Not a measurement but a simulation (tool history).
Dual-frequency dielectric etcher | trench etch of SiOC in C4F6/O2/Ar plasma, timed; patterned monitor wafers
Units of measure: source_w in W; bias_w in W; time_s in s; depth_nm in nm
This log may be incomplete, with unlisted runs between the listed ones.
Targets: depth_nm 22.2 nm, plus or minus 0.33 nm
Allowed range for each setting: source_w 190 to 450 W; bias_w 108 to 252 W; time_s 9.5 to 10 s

run  hour  source_w  bias_w  time_s  depth_nm
  1     0       320     180      10    19.253
  2   8.4       320     210      10    20.263
  3  12.8       320     193      10     19.66
  4  14.6       340     194      10     20.17
  5  16.8       350     195      10    20.573
  6  23.9       360     196      10    20.764
  7  25.2       370     197      10     21.22
  8  26.1       380     197      10    21.361

Consider the 4 candidate settings below. Which is the only one whose results all fall within their allowed miss of target?
  A    27       330     220     9.5         ?
  B    27       380     187     9.5         ?
  C    27       400     210     9.5         ?
  D    27       410     206      10         ?

move  depth_nm
   A    19.831
   B    19.819
   C    21.074
   D    22.253
A: misses by more than the last run did
B: misses by more than the last run did
C: misses by more than the last run did
D: all results land within tolerance of their targets
Answer: D
